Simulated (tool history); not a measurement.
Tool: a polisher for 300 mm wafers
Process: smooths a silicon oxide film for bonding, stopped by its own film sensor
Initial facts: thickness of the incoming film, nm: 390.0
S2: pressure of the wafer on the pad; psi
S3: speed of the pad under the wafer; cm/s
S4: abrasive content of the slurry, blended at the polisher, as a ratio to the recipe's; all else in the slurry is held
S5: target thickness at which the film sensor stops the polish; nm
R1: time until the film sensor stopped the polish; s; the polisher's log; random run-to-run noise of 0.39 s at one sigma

Run 1, hour 0.0: flow of slurry (ml/min) 175, S2 2.6 psi, S3 76 cm/s, S4 1.00, S5 354 nm. Result: R1 39.032 s.
Run 2, hour 2.8: flow of slurry (ml/min) 175, S2 2.3 psi, S3 76 cm/s, S4 1.00, S5 354 nm. Result: R1 44.411 s.
Run 3, hour 9.4: flow of slurry (ml/min) 175, S2 2.0 psi, S3 76 cm/s, S4 1.00, S5 354 nm. Result: R1 51.192 s.
Run 4, hour 17.8: flow of slurry (ml/min) 180, S2 2.0 psi, S3 76 cm/s, S4 1.00, S5 354 nm. Result: R1 50.779 s.
Run 5, hour 22.5: flow of slurry (ml/min) 180, S2 2.0 psi, S3 76 cm/s, S4 0.85, S5 354 nm. Result: R1 54.011 s.
Run 6, hour 23.6: flow of slurry (ml/min) 185, S2 2.0 psi, S3 76 cm/s, S4 0.85, S5 354 nm. Result: R1 53.522 s.

Expected results for the next run?
Run 7, hour 27.6: flow of slurry (ml/min) 190, S2 2.0 psi, S3 76 cm/s, S4 0.85, S5 354 nm. Result: R1 ?.

For run 7 the tool returned R1 53.882 s.
